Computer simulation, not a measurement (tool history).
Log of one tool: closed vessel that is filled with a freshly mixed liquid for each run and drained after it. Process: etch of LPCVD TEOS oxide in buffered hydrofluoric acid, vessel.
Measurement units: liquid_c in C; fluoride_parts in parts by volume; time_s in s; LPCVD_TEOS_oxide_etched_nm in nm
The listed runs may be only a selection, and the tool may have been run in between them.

run	day	liquid_c	fluoride_parts	time_s	LPCVD_TEOS_oxide_etched_nm
1	0.000	25.0	23.0	95	93.664
2	0.117	25.0	26.0	95	86.493
3	0.292	22.0	26.0	95	73.237
4	0.329	18.5	26.0	95	60.211
5	0.629	21.0	26.0	95	69.051
6	0.750	21.0	26.0	100	72.969
7	0.775	23.0	23.5	100	86.576
8	0.938	24.5	20.5	100	103.970
9	1.158	26.0	18.5	100	122.840
10	1.367	27.0	17.5	100	139.960
11	1.662	28.0	17.0	100	149.810

Run 12 is up next; what results do you expect?
12	1.833	28.5	16.5	100	?

{"run 12": {"LPCVD_TEOS_oxide_etched_nm": 159.63}}

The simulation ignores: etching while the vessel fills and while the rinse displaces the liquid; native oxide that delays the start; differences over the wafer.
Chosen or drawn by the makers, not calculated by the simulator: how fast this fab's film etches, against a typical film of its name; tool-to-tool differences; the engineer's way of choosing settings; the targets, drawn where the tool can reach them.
